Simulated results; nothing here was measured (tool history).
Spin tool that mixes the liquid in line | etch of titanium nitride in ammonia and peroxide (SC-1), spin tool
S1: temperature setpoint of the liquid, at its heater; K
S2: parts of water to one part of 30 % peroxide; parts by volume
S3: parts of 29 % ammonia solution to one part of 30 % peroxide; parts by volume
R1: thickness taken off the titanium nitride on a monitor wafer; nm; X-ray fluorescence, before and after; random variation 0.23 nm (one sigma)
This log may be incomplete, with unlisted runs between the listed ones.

{"run": 1, "hour": 0.0, "S1": 331.15, "S2": 12, "S3": 0.45, "time under the liquid (s)": 275, "R1": 16.859}
{"run": 2, "hour": 9.0, "S1": 331.15, "S2": 14.5, "S3": 0.45, "time under the liquid (s)": 275, "R1": 15.194}
{"run": 3, "hour": 14.3, "S1": 331.15, "S2": 14.5, "S3": 0.5, "time under the liquid (s)": 275, "R1": 15.631}
{"run": 4, "hour": 19.0, "S1": 331.15, "S2": 16.5, "S3": 0.5, "time under the liquid (s)": 275, "R1": 14.577}
{"run": 5, "hour": 22.6, "S1": 331.15, "S2": 12.5, "S3": 0.5, "time under the liquid (s)": 275, "R1": 16.571}
{"run": 6, "hour": 28.3, "S1": 331.15, "S2": 12.5, "S3": 0.5, "time under the liquid (s)": 275, "R1": 16.843}

For run 7, what comes out?
{"run": 7, "hour": 34.7, "S1": 333.15, "S2": 12, "S3": 0.5, "time under the liquid (s)": 275, "R1": "?"}

R1: 19.747 nm
